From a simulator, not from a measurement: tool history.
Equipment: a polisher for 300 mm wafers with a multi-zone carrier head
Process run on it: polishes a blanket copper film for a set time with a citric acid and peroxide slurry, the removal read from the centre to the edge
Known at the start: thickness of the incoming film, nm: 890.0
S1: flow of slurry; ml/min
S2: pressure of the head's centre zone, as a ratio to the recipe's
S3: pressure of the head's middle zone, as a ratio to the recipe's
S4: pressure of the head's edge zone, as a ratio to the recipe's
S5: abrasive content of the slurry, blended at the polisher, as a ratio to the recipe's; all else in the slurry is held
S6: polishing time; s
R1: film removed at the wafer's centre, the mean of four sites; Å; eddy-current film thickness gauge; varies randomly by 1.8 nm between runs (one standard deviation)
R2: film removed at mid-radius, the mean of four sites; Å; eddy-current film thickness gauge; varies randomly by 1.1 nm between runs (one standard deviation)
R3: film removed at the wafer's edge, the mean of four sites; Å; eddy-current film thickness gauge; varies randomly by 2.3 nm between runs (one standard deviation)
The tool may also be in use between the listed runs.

{"run": 1, "hour": 0.0, "S1": 155, "S2": 1.0, "S3": 1.0, "S4": 1.0, "S5": 1.0, "S6": 66, "R1": 1184.7, "R2": 1159.3, "R3": 1168.7}
{"run": 2, "hour": 1.0, "S1": 160, "S2": 1.0, "S3": 1.0, "S4": 1.02, "S5": 1.05, "S6": 68, "R1": 1240.5, "R2": 1209.7, "R3": 1211.3}
{"run": 3, "hour": 9.5, "S1": 155, "S2": 1.0, "S3": 0.99, "S4": 1.04, "S5": 1.1, "S6": 71, "R1": 1277.1, "R2": 1248.4, "R3": 1258.0}
{"run": 4, "hour": 11.2, "S1": 155, "S2": 1.0, "S3": 0.94, "S4": 1.04, "S5": 1.1, "S6": 71, "R1": 1281.0, "R2": 1215.2, "R3": 1267.9}
{"run": 5, "hour": 17.1, "S1": 160, "S2": 1.0, "S3": 0.93, "S4": 1.06, "S5": 1.15, "S6": 74, "R1": 1362.1, "R2": 1275.4, "R3": 1387.0}
{"run": 6, "hour": 24.8, "S1": 160, "S2": 1.0, "S3": 0.93, "S4": 1.06, "S5": 0.95, "S6": 74, "R1": 1310.4, "R2": 1227.4, "R3": 1319.6}

What does the tool deliver on the next run?
{"run": 7, "hour": 31.6, "S1": 165, "S2": 1.0, "S3": 0.93, "S4": 1.07, "S5": 1.0, "S6": 76, "R1": "?", "R2": "?", "R3": "?"}

Run 7 measured R1 1396.0 Å, R2 1270.8 Å, R3 1334.7 Å.
